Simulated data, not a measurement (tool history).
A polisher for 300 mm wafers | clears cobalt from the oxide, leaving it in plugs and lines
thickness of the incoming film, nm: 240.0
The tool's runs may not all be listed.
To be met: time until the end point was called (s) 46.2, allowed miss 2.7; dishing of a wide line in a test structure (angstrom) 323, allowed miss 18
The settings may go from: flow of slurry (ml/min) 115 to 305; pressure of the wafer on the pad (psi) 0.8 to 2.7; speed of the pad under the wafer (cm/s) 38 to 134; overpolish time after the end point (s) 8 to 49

run	hour	flow of slurry (ml/min)	pressure of the wafer on the pad (psi)	speed of the pad under the wafer (cm/s)	overpolish time after the end point (s)	time until the end point was called (s)	dishing of a wide line in a test structure (angstrom)
1	0	195	1.7	86	25	60.508	536.95
2	6.6	195	1.9	86	25	55.57	535.34
3	7.8	190	2	82	22	55.598	518.19
4	13.2	205	2.1	78	20	51.994	494.67
5	15.1	205	2.5	78	20	45.652	541.28
6	17.8	205	2.7	78	20	43.241	551.89
7	20.8	220	2.5	80	18	44.459	534.72
8	26.6	205	2.5	78	16	46.673	494.4
9	31.9	190	2.5	78	15	46.334	461.69
10	40.4	180	2.5	78	14	47.848	450.01
11	45.2	170	2.5	78	13	48.045	426.75
12	47.4	160	2.5	78	12	46.198	404.61
13	54.7	155	2.5	78	11	48.926	383.13
# hour 55.4: slurry nozzle cleaned
14	55.4	150	2.5	78	11	46.206	399.36
15	62.1	145	2.5	78	11	48.092	395.06
16	67.3	140	2.5	80	11	46.661	390.89
17	74.1	135	2.5	80	11	46.664	396.67
18	80.5	130	2.5	78	11	49.018	386.4
19	81.9	130	2.4	82	11	48.691	385.83
20	90.1	130	2.4	80	11	49.089	397.15
21	93.3	115	1.9	104	8	49.801	300.86

5 next moves are on the table. One of them brings every result within its allowed miss. Which?
A	96.5	130	2	92	11	?	?
B	96.5	115	1.9	100	8	?	?
C	96.5	135	1.8	96	11	?	?
D	96.5	130	2.4	74	11	?	?
E	96.5	115	2	110	8	?	?

move	time until the end point was called (s)	dishing of a wide line in a test structure (angstrom)
A	52.373	374.6
B	52.672	299.93
C	55.146	362.43
D	52.413	374.42
E	46.727	326.48
A: further off than the last run
B: further off than the last run
C: further off than the last run
D: further off than the last run
E: meets every target
The right move is E.

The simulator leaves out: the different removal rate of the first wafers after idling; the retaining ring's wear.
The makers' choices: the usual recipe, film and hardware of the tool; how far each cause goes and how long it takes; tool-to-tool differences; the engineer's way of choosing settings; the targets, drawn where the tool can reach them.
